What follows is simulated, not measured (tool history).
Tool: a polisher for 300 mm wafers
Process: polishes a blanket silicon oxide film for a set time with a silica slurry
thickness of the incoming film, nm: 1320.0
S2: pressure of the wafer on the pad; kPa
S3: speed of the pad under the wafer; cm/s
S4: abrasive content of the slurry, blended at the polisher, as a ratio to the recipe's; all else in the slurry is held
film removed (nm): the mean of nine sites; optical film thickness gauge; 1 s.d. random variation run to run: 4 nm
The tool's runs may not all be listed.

run 1 day=0 | flow_of_slurry_(ml/min)=220 S2=22.8 S3=136 S4=1 polishing_time_(s)=62 | film_removed_(nm)=208.94
run 2 day=0.212 | flow_of_slurry_(ml/min)=220 S2=22.8 S3=136 S4=1.1 polishing_time_(s)=62 | film_removed_(nm)=226.19
run 3 day=0.558 | flow_of_slurry_(ml/min)=220 S2=22.8 S3=102 S4=1.1 polishing_time_(s)=62 | film_removed_(nm)=173.55
run 4 day=0.883 | flow_of_slurry_(ml/min)=220 S2=22.8 S3=102 S4=1 polishing_time_(s)=62 | film_removed_(nm)=168.38
run 5 day=1.017 | flow_of_slurry_(ml/min)=220 S2=26.9 S3=104 S4=1 polishing_time_(s)=62 | film_removed_(nm)=186.35
run 6 day=1.275 | flow_of_slurry_(ml/min)=220 S2=26.9 S3=104 S4=1 polishing_time_(s)=66 | film_removed_(nm)=208.5
run 7 day=1.375 | flow_of_slurry_(ml/min)=220 S2=26.9 S3=104 S4=1 polishing_time_(s)=66 | film_removed_(nm)=204.86

Expected results for the next run?
-- day=1.588 slurry nozzle cleaned
run 8 day=1.588 | flow_of_slurry_(ml/min)=220 S2=29.6 S3=110 S4=1 polishing_time_(s)=66 | film_removed_(nm)=?

film removed (nm): 248.54
